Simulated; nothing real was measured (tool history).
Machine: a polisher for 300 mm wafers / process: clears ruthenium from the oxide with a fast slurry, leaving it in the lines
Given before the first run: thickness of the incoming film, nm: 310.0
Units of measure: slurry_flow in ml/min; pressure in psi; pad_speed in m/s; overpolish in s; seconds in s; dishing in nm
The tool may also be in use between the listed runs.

run    day  slurry_flow  pressure  pad_speed  slurry_solids  overpolish  seconds  dishing
  1  0.000          250       2.7       1.00            1.0          12   70.195   32.526
  2  0.046          250       2.5       1.00            1.0          12   75.461   30.089
  3  0.362          250       2.5       1.18            1.0          12   63.432   34.542
  4  0.392          250       3.1       1.18            1.0          12   51.337   37.771
  5  0.667          250       3.1       1.18            0.9          12   54.867   35.215
  6  0.942          250       3.1       1.18            0.9          15   56.314   41.779
  7  1.012          250       2.9       1.16            0.9          15   58.925   40.401
  8  1.192          250       2.7       1.14            0.9          15   64.012   38.416
  9  1.454          250       2.5       1.12            0.9          15   69.928   34.565
 10  1.621          250       2.3       1.10            0.9          15   77.528   35.050
 11  1.675          250       2.2       1.08            0.9          15   82.574   33.750
 12  1.846          250       2.1       1.08            0.9          15   86.510   32.462
 13  2.075          250       2.0       1.08            0.9          15   93.838   30.542
 14  2.146          250       1.9       1.08            0.9          15   97.517   29.030

What will run 15 give?
 15  2.342          250       1.7       1.08            0.9          15        ?        ?

seconds: 107.000 s
dishing: 28.625 nm

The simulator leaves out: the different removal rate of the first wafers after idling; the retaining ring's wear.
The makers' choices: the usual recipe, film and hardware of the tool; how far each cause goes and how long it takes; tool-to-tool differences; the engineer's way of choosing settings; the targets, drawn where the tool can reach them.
